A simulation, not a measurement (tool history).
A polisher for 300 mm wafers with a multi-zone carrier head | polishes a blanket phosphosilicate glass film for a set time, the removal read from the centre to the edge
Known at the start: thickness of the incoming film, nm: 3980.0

run,day,flow of slurry (ml/min),pressure of the head's centre zone,pressure of the head's middle zone,pressure of the head's edge zone,abrasive content of the slurry,polishing time (s),film removed at the wafer's centre (Å),film removed at mid-radius (Å),film removed at the wafer's edge (Å)
1,0.000,290,1.00,1.00,1.00,1.00,47,3476.5,3367.0,3325.1
2,0.288,290,1.00,1.00,1.00,1.15,47,3714.6,3511.6,3563.4
3,0.658,290,1.00,1.00,1.07,1.15,47,3698.2,3662.7,3638.8
4,1.012,230,1.00,1.00,1.07,1.15,47,3533.5,3487.3,3552.2
5,1.304,230,0.99,0.97,1.05,1.00,46,3221.0,3176.6,3225.0
6,1.642,220,0.99,0.94,1.05,0.90,45,3020.4,2796.5,3051.6

Forecast run 7:
7,1.754,220,0.98,0.93,1.03,0.80,44,?,?,?

{"run 7": {"film removed at the wafer's centre (Å)": 2718.1, "film removed at mid-radius (Å)": 2606.2, "film removed at the wafer's edge (Å)": 2743.3}}
